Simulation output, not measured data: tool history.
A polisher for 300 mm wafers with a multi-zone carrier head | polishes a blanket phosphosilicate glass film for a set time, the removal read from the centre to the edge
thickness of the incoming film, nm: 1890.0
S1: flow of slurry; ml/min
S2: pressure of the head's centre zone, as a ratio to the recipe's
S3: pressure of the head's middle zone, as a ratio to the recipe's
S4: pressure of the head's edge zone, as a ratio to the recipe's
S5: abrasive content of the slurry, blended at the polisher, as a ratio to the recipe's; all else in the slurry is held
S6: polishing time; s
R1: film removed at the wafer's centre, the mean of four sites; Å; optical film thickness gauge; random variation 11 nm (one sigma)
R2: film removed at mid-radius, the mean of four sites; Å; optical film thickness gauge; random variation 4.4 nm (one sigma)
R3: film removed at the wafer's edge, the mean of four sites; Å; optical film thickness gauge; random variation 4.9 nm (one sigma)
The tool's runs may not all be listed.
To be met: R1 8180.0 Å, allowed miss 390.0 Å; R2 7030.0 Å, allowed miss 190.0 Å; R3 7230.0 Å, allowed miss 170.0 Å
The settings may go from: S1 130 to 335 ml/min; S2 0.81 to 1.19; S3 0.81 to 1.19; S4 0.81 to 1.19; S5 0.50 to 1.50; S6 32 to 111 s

run  hour   S1    S2    S3    S4    S5  S6      R1      R2      R3
  1   0.0  215  1.00  1.00  1.00  1.00  71  4888.6  4738.7  4787.6
  2   1.7  230  1.05  1.02  1.05  1.15  73  5592.7  5286.9  5290.1
  3   7.3  230  1.05  1.02  1.02  1.15  73  5581.7  5153.5  5265.9
  4  11.6  230  1.05  1.02  1.02  1.05  73  5359.5  5072.5  5027.3
  5  16.7  235  1.08  1.03  1.04  1.20  76  6053.8  5611.5  5606.8
  6  17.4  245  1.11  1.03  1.07  1.30  78  6639.1  5906.8  5979.3
  7  23.7  250  1.12  1.03  1.09  1.35  80  6810.0  6120.6  6308.5
  8  24.8  255  1.14  1.03  1.09  1.40  82  7179.1  6359.3  6556.8
  9  25.9  260  1.16  1.03  1.09  1.45  84  7638.8  6614.7  6799.5
 10  28.3  265  1.17  1.04  1.10  1.45  85  7907.3  6775.4  6949.4
 11  34.4  270  1.17  1.05  1.11  1.45  85  7863.7  6794.9  6951.5
 12  36.4  270  1.18  1.05  1.12  1.45  85  7888.5  6823.3  6903.8

4 next moves are on the table. One of them brings every result within its allowed miss. Which?
  A  38.4  335  1.16  1.12  1.09  1.45  81   ?   ?   ?
  B  38.4  315  1.16  1.03  1.12  1.35  90   ?   ?   ?
  C  38.4  285  1.19  1.12  1.07  1.35  89   ?   ?   ?
  D  38.4  295  1.19  1.04  1.13  1.45  81   ?   ?   ?

move      R1      R2      R3
   A  7500.1  6991.6  6605.8
   B  8095.5  7033.6  7254.0
   C  8148.1  7412.2  6960.3
   D  7608.7  6498.0  6685.7
A: further off than the last run
B: meets every target
C: as far off as the last run
D: further off than the last run
The right move is B.
